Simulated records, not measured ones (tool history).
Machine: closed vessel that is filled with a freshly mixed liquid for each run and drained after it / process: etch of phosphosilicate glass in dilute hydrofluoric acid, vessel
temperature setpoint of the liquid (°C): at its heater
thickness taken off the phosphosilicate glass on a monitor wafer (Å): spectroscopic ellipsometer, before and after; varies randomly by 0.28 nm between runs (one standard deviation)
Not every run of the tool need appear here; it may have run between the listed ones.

run	hour	temperature setpoint of the liquid (°C)	parts of water to one part of 49 % hydrofluoric acid (parts by volume)	time in the liquid (s)	thickness taken off the phosphosilicate glass on a monitor wafer (Å)
1	0	22	40	30	712.06
2	6.3	20.5	40	30	667.06
3	6.8	20.5	40	30	661.25
4	13.1	20.5	45	30	583.25
5	19.3	20.5	45	30	587.31
6	25.2	20.5	45	30	592.16
7	31.5	19.5	45	30	563.37
8	39.7	18.5	45	30	538.17
9	43.8	18.5	45	30	535.68

Expected results for the next run?
10	49.1	18	45	30	?

thickness taken off the phosphosilicate glass on a monitor wafer (Å): 524.11
